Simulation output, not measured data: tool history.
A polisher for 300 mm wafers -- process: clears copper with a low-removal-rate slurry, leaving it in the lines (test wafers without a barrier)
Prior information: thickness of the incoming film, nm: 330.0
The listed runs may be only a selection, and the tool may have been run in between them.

run  hour  flow of slurry (ml/min)  pressure of the wafer on the pad (psi)  speed of the pad under the wafer (m/s)  abrasive content of the slurry  overpolish time after the end point (s)  time until the end point was called (s)  dishing of a wide line in a test structure (angstrom)
  1     0                      185                                     2.4                                    1.08                               1                                       13                                    120.8                                                 171.96
  2   5.5                      160                                     2.4                                    1.08                               1                                       13                                   125.05                                                 174.94
  3  14.2                      160                                     2.4                                    1.24                               1                                       13                                   108.49                                                  187.7
  4    20                      160                                     2.4                                     1.4                               1                                       13                                   94.311                                                 196.18
  5  28.9                      200                                     2.4                                     1.4                               1                                       13                                   89.673                                                 201.69
  6  37.5                      195                                     2.4                                     1.4                               1                                       14                                   90.454                                                 212.43
  7  41.2                      195                                     2.4                                     1.4                               1                                       15                                   94.388                                                 211.74

Run 8 comes next. What will it give?
  8  49.8                      195                                     2.4                                     1.4                               1                                       16                                        ?                                                      ?

time until the end point was called (s): 91.716
dishing of a wide line in a test structure (angstrom): 220.72
